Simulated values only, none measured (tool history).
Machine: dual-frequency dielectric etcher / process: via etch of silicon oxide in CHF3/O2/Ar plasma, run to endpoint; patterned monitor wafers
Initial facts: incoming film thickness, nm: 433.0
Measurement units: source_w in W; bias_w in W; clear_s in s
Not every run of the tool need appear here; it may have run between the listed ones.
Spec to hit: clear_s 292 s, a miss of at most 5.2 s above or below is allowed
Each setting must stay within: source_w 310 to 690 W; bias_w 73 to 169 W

{"run": 1, "hour": 0.0, "source_w": 500, "bias_w": 121, "clear_s": 242.67}
{"run": 2, "hour": 8.0, "source_w": 430, "bias_w": 121, "clear_s": 265.16}
{"run": 3, "hour": 10.3, "source_w": 430, "bias_w": 141, "clear_s": 246.98}
{"run": 4, "hour": 18.3, "source_w": 480, "bias_w": 141, "clear_s": 231.49}
{"run": 5, "hour": 19.2, "source_w": 540, "bias_w": 141, "clear_s": 216.9}
{"run": 6, "hour": 26.2, "source_w": 500, "bias_w": 138, "clear_s": 230.79}
{"run": 7, "hour": 34.0, "source_w": 460, "bias_w": 136, "clear_s": 242.02}
{"run": 8, "hour": 34.8, "source_w": 430, "bias_w": 134, "clear_s": 250.71}
{"run": 9, "hour": 43.0, "source_w": 410, "bias_w": 132, "clear_s": 259.94}
{"run": 10, "hour": 43.7, "source_w": 390, "bias_w": 131, "clear_s": 270.63}
{"run": 11, "hour": 45.5, "source_w": 380, "bias_w": 131, "clear_s": 273.89}

Pick the move, out of 5, that brings all results within their allowed miss; only one does.
{"run": "A", "hour": 47.3, "source_w": 460, "bias_w": 128, "clear_s": "?"}
{"run": "B", "hour": 47.3, "source_w": 470, "bias_w": 125, "clear_s": "?"}
{"run": "C", "hour": 47.3, "source_w": 410, "bias_w": 139, "clear_s": "?"}
{"run": "D", "hour": 47.3, "source_w": 410, "bias_w": 129, "clear_s": "?"}
{"run": "E", "hour": 47.3, "source_w": 380, "bias_w": 116, "clear_s": "?"}

move=A clear_s=249.29
move=B clear_s=249.27
move=C clear_s=255.42
move=D clear_s=265.15
move=E clear_s=293.05
A: further off than the last run
B: further off than the last run
C: further off than the last run
D: further off than the last run
E: every result within its allowed miss
The right move is E.
